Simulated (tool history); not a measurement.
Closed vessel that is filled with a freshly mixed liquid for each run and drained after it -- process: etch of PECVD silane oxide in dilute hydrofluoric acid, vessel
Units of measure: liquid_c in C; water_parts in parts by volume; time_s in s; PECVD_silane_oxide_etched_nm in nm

run 1 day=0 | liquid_c=21 water_parts=185 time_s=30 | PECVD_silane_oxide_etched_nm=5.0744
run 2 day=0.133 | liquid_c=23 water_parts=160 time_s=30 | PECVD_silane_oxide_etched_nm=6.5316
run 3 day=0.3 | liquid_c=23 water_parts=215 time_s=30 | PECVD_silane_oxide_etched_nm=4.5536
run 4 day=0.479 | liquid_c=23 water_parts=215 time_s=30 | PECVD_silane_oxide_etched_nm=4.6029
run 5 day=0.546 | liquid_c=24.5 water_parts=185 time_s=30 | PECVD_silane_oxide_etched_nm=5.8111
run 6 day=0.742 | liquid_c=24.5 water_parts=135 time_s=30 | PECVD_silane_oxide_etched_nm=8.4438
run 7 day=0.967 | liquid_c=28.5 water_parts=85 time_s=30 | PECVD_silane_oxide_etched_nm=16.664

Forecast run 8:
run 8 day=1.192 | liquid_c=28 water_parts=85 time_s=30 | PECVD_silane_oxide_etched_nm=?

PECVD_silane_oxide_etched_nm: 16.224 nm

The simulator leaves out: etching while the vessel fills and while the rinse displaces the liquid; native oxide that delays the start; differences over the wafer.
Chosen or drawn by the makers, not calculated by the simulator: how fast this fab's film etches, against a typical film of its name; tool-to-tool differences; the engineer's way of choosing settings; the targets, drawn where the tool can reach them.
